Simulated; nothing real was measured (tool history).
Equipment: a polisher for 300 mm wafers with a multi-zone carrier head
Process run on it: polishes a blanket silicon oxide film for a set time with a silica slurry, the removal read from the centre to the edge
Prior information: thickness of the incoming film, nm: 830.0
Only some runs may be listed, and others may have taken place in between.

run	day	flow of slurry (ml/min)	pressure of the head's centre zone	pressure of the head's middle zone	pressure of the head's edge zone	abrasive content of the slurry	polishing time (s)	film removed at the wafer's centre (angstrom)	film removed at mid-radius (angstrom)	film removed at the wafer's edge (angstrom)
1	0.000	170	1.00	1.00	1.00	1.00	30	1189.80	1198.00	1207.90
2	0.096	165	0.99	0.96	0.97	0.90	30	1134.90	1121.40	1139.30
3	0.417	165	0.99	0.96	1.03	0.90	30	1131.20	1111.50	1156.50
4	0.733	150	0.99	0.96	1.03	0.90	30	1119.30	1095.60	1140.30
5	0.838	140	0.98	0.93	1.03	0.80	29	985.49	987.58	1029.30
6	0.921	140	0.98	0.93	1.10	0.80	29	995.51	1003.70	1060.10

Run 7, settings as shown, results not yet in. Your forecast:
7	1.171	130	0.96	0.83	1.00	0.55	29	?	?	?

film removed at the wafer's centre (angstrom): 797.07
film removed at mid-radius (angstrom): 720.39
film removed at the wafer's edge (angstrom): 827.25
